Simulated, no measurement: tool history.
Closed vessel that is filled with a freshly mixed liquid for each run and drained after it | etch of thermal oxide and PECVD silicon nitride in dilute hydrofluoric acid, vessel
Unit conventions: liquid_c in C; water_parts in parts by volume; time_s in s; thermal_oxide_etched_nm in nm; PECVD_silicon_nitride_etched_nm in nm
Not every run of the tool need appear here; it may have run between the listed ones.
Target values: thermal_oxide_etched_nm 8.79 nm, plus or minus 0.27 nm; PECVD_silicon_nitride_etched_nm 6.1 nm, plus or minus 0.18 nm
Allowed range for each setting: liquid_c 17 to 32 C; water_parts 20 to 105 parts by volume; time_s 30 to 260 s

run,hour,liquid_c,water_parts,time_s,thermal_oxide_etched_nm,PECVD_silicon_nitride_etched_nm
1,0,24,55,130,12.031,9.3097
2,4.8,23,55,130,11.757,8.8792
3,11.9,22,55,130,11.29,8.2062
4,16,22,45,130,13.76,10.139
5,22.7,19.5,45,130,12.541,8.4305
6,31.4,19.5,45,105,10.025,6.7163
7,36.2,19.5,45,105,10.39,6.7612
8,37.9,20,50,105,9.3742,6.3409

Which of these 4 next moves meets every target?
A,39.6,23,55,100,?,?
B,39.6,24,55,90,?,?
C,39.6,19.5,50,110,?,?
D,39.6,21,45,85,?,?

move,thermal_oxide_etched_nm,PECVD_silicon_nitride_etched_nm
A,9.0782,6.8462
B,8.5136,6.5921
C,9.5424,6.4966
D,8.7848,6.1719
A: the biggest miss grows against the last run
B: takes the result that was furthest off past its target
C: the biggest miss grows against the last run
D: in spec on every target
Answer: D

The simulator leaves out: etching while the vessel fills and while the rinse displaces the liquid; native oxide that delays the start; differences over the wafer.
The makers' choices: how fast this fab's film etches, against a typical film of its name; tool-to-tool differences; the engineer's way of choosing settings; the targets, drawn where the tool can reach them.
